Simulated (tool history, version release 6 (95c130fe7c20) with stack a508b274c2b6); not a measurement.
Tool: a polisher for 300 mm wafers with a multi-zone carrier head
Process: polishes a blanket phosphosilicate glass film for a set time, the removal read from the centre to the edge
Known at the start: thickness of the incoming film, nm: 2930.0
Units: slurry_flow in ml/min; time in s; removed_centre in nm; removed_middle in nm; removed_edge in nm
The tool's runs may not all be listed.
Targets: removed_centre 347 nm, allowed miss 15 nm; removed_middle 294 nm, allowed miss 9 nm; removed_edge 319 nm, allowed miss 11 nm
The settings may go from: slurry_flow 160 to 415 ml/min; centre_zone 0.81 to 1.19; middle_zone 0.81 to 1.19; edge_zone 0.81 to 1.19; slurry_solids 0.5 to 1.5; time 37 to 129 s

Run 1, day 0: slurry_flow 265 ml/min, centre_zone 1, middle_zone 1, edge_zone 1, slurry_solids 1, time 83 s. Result: removed_centre 585.69 nm, removed_middle 591.04 nm, removed_edge 594.47 nm.
Run 2, day 0.329: slurry_flow 265 ml/min, centre_zone 1, middle_zone 1, edge_zone 1, slurry_solids 0.9, time 83 s. Result: removed_centre 552.1 nm, removed_middle 564.43 nm, removed_edge 561.47 nm.
Run 3, day 0.367: slurry_flow 260 ml/min, centre_zone 1.01, middle_zone 0.98, edge_zone 0.99, slurry_solids 0.85, time 80 s. Result: removed_centre 524.35 nm, removed_middle 518.53 nm, removed_edge 518.96 nm.
Run 4, day 0.471: slurry_flow 255 ml/min, centre_zone 1.01, middle_zone 0.96, edge_zone 0.98, slurry_solids 0.8, time 78 s. Result: removed_centre 493.85 nm, removed_middle 471.77 nm, removed_edge 487.74 nm.
Run 5, day 0.8: slurry_flow 255 ml/min, centre_zone 1.01, middle_zone 0.96, edge_zone 0.98, slurry_solids 0.8, time 63 s. Result: removed_centre 392.09 nm, removed_middle 381.7 nm, removed_edge 388.88 nm.
Run 6, day 1.138: slurry_flow 255 ml/min, centre_zone 1.01, middle_zone 0.96, edge_zone 1.06, slurry_solids 0.8, time 63 s. Result: removed_centre 389.22 nm, removed_middle 381.99 nm, removed_edge 408.02 nm.
Run 7, day 1.217: slurry_flow 250 ml/min, centre_zone 1.01, middle_zone 0.95, edge_zone 1.04, slurry_solids 0.75, time 63 s. Result: removed_centre 386.62 nm, removed_middle 363.44 nm, removed_edge 383.39 nm.
Run 8, day 1.567: slurry_flow 245 ml/min, centre_zone 1.01, middle_zone 0.94, edge_zone 1.03, slurry_solids 0.75, time 63 s. Result: removed_centre 370.01 nm, removed_middle 361.86 nm, removed_edge 382.73 nm.
Run 9, day 1.712: slurry_flow 240 ml/min, centre_zone 1.02, middle_zone 0.93, edge_zone 1.02, slurry_solids 0.75, time 63 s. Result: removed_centre 376.38 nm, removed_middle 355.94 nm, removed_edge 381.52 nm.

Which of these 4 next moves meets every target?
Run A, day 1.858: slurry_flow 315 ml/min, centre_zone 1.19, middle_zone 0.85, edge_zone 0.97, slurry_solids 0.6, time 66 s. Result: removed_centre ?, removed_middle ?, removed_edge ?.
Run B, day 1.858: slurry_flow 210 ml/min, centre_zone 1.08, middle_zone 0.87, edge_zone 0.9, slurry_solids 0.6, time 65 s. Result: removed_centre ?, removed_middle ?, removed_edge ?.
Run C, day 1.858: slurry_flow 275 ml/min, centre_zone 1.15, middle_zone 0.9, edge_zone 1.05, slurry_solids 0.65, time 55 s. Result: removed_centre ?, removed_middle ?, removed_edge ?.
Run D, day 1.858: slurry_flow 160 ml/min, centre_zone 0.82, middle_zone 1.09, edge_zone 1.02, slurry_solids 0.85, time 68 s. Result: removed_centre ?, removed_middle ?, removed_edge ?.

move  removed_centre  removed_middle  removed_edge
   A          402.97          302.67         338.4
   B          341.65          288.72         311.9
   C          339.43          276.51        304.63
   D          328.57           438.3        414.09
A: brings the result that was furthest off to its target, and leaves another outside
B: meets every target
C: takes the result that was furthest off past its target
D: further off than the last run
Move B is the one to make.
